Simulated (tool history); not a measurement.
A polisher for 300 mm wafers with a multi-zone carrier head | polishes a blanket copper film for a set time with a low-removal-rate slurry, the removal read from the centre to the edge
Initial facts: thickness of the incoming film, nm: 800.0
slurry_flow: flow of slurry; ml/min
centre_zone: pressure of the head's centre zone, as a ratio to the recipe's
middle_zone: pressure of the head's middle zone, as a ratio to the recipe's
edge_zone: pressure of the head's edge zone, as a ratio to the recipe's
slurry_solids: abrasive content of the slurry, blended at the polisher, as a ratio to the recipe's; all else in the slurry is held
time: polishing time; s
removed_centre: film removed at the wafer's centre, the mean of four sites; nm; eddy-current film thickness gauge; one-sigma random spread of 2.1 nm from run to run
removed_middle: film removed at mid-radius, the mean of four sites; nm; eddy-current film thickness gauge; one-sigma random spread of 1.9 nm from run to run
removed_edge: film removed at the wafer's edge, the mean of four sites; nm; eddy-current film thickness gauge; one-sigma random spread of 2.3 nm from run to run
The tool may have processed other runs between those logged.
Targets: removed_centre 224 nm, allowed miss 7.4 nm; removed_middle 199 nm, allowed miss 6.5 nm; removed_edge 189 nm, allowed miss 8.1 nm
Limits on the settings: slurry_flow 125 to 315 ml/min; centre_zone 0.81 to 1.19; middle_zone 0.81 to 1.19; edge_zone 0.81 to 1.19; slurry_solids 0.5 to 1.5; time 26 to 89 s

run  hour  slurry_flow  centre_zone  middle_zone  edge_zone  slurry_solids  time  removed_centre  removed_middle  removed_edge
  1     0          205            1            1          1              1    57          178.64          179.62        173.56
  2   5.5          210         1.01            1          1              1    57          184.05          181.11        180.02
  3   7.1          210         1.01            1          1            0.8    57          175.06          170.81        169.81
  4    10          210         1.01            1       0.95            0.8    57           172.8          171.87        166.72
  5  12.2          210         0.95            1       0.95            0.8    57          163.29          170.85        164.21
  6  17.7          160         0.95            1       0.95            0.8    57          155.92          162.96        160.06
  7  19.4          170         0.97         1.01       0.96            0.8    57          159.13          165.69        165.93
  8  20.4          180         0.99         1.01       0.96            0.8    57          166.47           167.2        164.65
  9  27.3          185         1.01         1.02       0.97            0.8    57          170.19          167.75        165.07
 10  28.8          190         1.02         1.03       0.98            0.8    57          170.81          170.15         167.5
 11  34.3          200         1.04         1.03       0.98            0.8    57          181.38          173.14        167.15
 12  41.3          205         1.05         1.03       0.99            0.8    57          181.39          173.59        170.99
 13  49.6          210         1.06         1.04       0.99            0.8    57             182          171.97        171.37

Of the 5 settings listed for the next run, only one would bring every result within its allowed miss of target. Which one?
  A  57.9          125         0.92         0.84       1.19            0.5    69               ?               ?             ?
  B  57.9          185         0.81         1.16       1.03           0.95    65               ?               ?             ?
  C  57.9          240         0.98         1.09       0.87            0.9    66               ?               ?             ?
  D  57.9          310         1.18         1.14       0.81            1.3    49               ?               ?             ?
  E  57.9          195         1.15         1.06       0.95           0.65    69               ?               ?             ?

move  removed_centre  removed_middle  removed_edge
   A          150.79          149.04        186.71
   B          161.58          218.48        202.94
   C             205          218.77        193.64
   D           207.1          187.84        155.53
   E          224.96          201.27        190.52
A: its largest miss is bigger than the last run's
B: its largest miss is bigger than the last run's
C: nearer than the last run, and not there yet
D: nearer than the last run, and not there yet
E: each result inside its tolerance
So the answer is move E, the one that meets all the targets.
